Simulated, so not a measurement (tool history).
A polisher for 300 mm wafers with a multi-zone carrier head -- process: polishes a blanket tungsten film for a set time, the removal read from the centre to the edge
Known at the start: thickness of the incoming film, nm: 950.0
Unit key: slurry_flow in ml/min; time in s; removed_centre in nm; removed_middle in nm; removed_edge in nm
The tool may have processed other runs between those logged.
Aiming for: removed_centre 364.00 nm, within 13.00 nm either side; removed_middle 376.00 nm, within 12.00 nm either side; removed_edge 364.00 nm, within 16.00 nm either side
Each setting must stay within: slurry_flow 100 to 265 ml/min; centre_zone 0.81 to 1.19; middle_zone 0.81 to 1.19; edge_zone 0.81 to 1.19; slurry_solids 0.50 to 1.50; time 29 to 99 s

run	day	slurry_flow	centre_zone	middle_zone	edge_zone	slurry_solids	time	removed_centre	removed_middle	removed_edge
1	0.000	170	1.00	1.00	1.00	1.00	64	312.67	308.60	310.30
2	0.071	170	0.93	1.00	1.00	1.00	64	294.62	312.16	315.90
3	0.417	180	0.95	1.02	1.02	1.05	64	305.67	320.02	314.63
4	0.533	180	0.95	1.02	0.97	1.05	64	307.11	320.89	313.31
5	0.821	185	0.95	1.02	0.98	1.15	65	320.00	330.11	325.30
6	1.104	190	0.95	1.03	0.99	1.20	66	329.46	341.53	341.32
7	1.338	200	0.96	1.04	0.99	1.25	66	339.29	354.67	343.90
8	1.608	205	0.96	1.04	1.00	1.25	66	334.22	360.60	345.73
9	1.829	210	0.97	1.04	1.00	1.30	66	346.10	351.84	354.21
10	2.167	215	0.97	1.05	1.00	1.30	66	345.37	363.09	353.32

Next run, 4 choices. One meets every target within its allowed miss, the rest don't. Which?
A	2.504	220	0.97	1.05	0.99	1.30	68	?	?	?
B	2.504	220	0.94	1.02	0.99	1.40	62	?	?	?
C	2.504	205	0.86	1.03	1.04	1.50	66	?	?	?
D	2.504	240	0.95	1.09	0.89	1.35	64	?	?	?

move	removed_centre	removed_middle	removed_edge
A	360.53	372.82	368.20
B	324.60	340.04	342.34
C	318.75	368.05	376.59
D	339.18	366.80	337.34
A: hits every target within its allowed miss
B: misses by more than the last run did
C: misses by more than the last run did
D: misses by more than the last run did
The right move is A.
